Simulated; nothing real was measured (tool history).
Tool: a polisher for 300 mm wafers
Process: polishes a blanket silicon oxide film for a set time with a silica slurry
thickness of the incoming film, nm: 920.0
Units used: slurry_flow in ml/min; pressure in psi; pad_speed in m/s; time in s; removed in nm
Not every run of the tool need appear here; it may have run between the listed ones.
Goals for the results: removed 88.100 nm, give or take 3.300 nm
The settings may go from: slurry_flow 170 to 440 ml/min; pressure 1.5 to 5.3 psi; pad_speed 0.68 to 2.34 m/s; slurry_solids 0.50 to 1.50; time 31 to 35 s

run,hour,slurry_flow,pressure,pad_speed,slurry_solids,time,removed
1,0.0,280,3.4,1.50,1.00,35,105.470
2,8.8,280,3.3,1.50,1.00,35,100.210
3,10.3,280,3.1,1.50,1.00,35,94.896
4,17.4,280,3.0,1.50,1.00,35,91.843
5,24.3,280,3.0,1.50,0.80,35,78.400
6,27.8,320,3.0,1.50,0.80,35,81.945
7,35.7,320,3.0,1.50,0.80,35,81.761
8,41.0,325,3.0,1.50,0.80,35,82.245
9,47.8,330,3.0,1.50,0.80,35,80.585

Which single option among these 5 for the next run brings every result within its allowed miss of target? Just one does.
A,54.6,265,3.0,1.64,0.65,35,?
B,54.6,350,3.0,1.82,0.70,31,?
C,54.6,330,2.8,1.82,0.85,33,?
D,54.6,355,3.0,1.50,0.75,34,?
E,54.6,225,3.6,1.02,0.80,35,?

move,removed
A,73.732
B,77.040
C,87.531
D,76.266
E,69.118
A: misses by more than the last run did
B: misses by more than the last run did
C: every result within its allowed miss
D: misses by more than the last run did
E: misses by more than the last run did
Move C is the one to make.

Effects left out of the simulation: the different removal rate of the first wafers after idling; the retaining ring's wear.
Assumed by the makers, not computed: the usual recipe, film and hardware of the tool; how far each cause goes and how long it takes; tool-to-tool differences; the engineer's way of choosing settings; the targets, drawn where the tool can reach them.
